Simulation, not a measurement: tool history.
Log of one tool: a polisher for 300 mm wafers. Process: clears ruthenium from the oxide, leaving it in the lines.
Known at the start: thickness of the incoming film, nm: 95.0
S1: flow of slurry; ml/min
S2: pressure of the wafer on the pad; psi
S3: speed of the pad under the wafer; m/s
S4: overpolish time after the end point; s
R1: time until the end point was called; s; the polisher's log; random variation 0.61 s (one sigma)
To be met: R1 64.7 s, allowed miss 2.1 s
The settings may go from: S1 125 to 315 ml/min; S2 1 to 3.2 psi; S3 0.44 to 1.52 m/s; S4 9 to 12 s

run,day,S1,S2,S3,S4,R1
1,0,205,2.1,0.98,12,96.281
2,0.058,210,2.3,0.98,12,87.747
3,0.3,210,2.3,1.18,12,76.42
4,0.446,210,2.3,1,12,85.469
5,0.554,215,2.4,1,12,82.176
6,0.654,215,2.5,1,12,77.72
7,0.888,215,2.6,1,12,76.812
8,1.238,220,2.7,1,12,71.876
9,1.562,225,2.7,1,12,74.068
10,1.708,225,2.8,1,12,70.784

4 next moves are on the table. One of them brings every result within its allowed miss. Which?
A,1.854,215,2.7,1.3,12,?
B,1.854,225,2.8,1.02,10,?
C,1.854,180,2.8,1.16,9,?
D,1.854,255,2.6,1.3,12,?

move,R1
A,58.981
B,68.774
C,64.046
D,59.971
A: takes the result that was furthest off past its target
B: nearer than the last run, and not there yet
C: meets every target
D: takes the result that was furthest off past its target
The right move is C.
